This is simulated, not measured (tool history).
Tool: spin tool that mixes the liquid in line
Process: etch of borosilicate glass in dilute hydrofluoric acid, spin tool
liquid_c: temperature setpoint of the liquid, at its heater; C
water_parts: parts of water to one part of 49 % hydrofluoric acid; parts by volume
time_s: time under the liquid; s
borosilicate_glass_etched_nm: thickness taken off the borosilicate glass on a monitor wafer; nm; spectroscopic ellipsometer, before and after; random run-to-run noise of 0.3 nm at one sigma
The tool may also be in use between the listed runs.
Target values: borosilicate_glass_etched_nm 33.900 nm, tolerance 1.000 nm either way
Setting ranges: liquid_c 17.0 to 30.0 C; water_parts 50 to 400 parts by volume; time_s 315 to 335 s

run,hour,liquid_c,water_parts,time_s,borosilicate_glass_etched_nm
1,0.0,22.0,225,315,62.118
2,6.0,19.0,225,315,54.124
3,8.3,19.0,255,315,46.478
4,12.8,18.5,270,315,42.731
5,19.9,17.0,270,315,40.837
6,23.6,17.0,270,335,43.374
# hour 25.9: thermometer replaced
7,25.9,17.0,285,335,37.299
8,33.5,17.0,290,335,36.753
9,41.2,17.0,295,335,36.185
10,46.4,17.0,300,335,34.990

Which of these 5 next moves meets every target?
A,51.6,17.0,310,315,?
B,51.6,17.0,280,320,?
C,51.6,18.5,330,320,?
D,51.6,17.5,315,315,?
E,51.6,17.0,295,315,?

move,borosilicate_glass_etched_nm
A,31.583
B,36.427
C,31.339
D,31.539
E,33.606
A: carries the result that was furthest off beyond its target, to the other side
B: the biggest miss grows against the last run
C: carries the result that was furthest off beyond its target, to the other side
D: carries the result that was furthest off beyond its target, to the other side
E: meets every target
E meets every target.

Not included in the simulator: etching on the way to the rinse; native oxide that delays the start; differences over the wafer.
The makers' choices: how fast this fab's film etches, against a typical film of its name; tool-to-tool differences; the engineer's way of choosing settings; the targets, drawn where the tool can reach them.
